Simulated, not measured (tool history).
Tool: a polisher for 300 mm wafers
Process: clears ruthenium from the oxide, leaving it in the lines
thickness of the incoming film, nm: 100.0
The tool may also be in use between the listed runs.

run	hour	flow of slurry (ml/min)	pressure of the wafer on the pad (kPa)	speed of the pad under the wafer (cm/s)	overpolish time after the end point (s)	time until the end point was called (s)
1	0	180	9	102	7	139.51
2	8.4	215	9	102	7	139.67
3	11.1	255	9	102	7	134.05
4	14.4	250	7.6	102	7	161.43
5	16.8	250	9	102	7	132.75
6	23.7	245	8.3	102	7	149.16

The next listed run, before its measurement:
7	31.8	245	7.6	102	7	?

time until the end point was called (s): 162.35
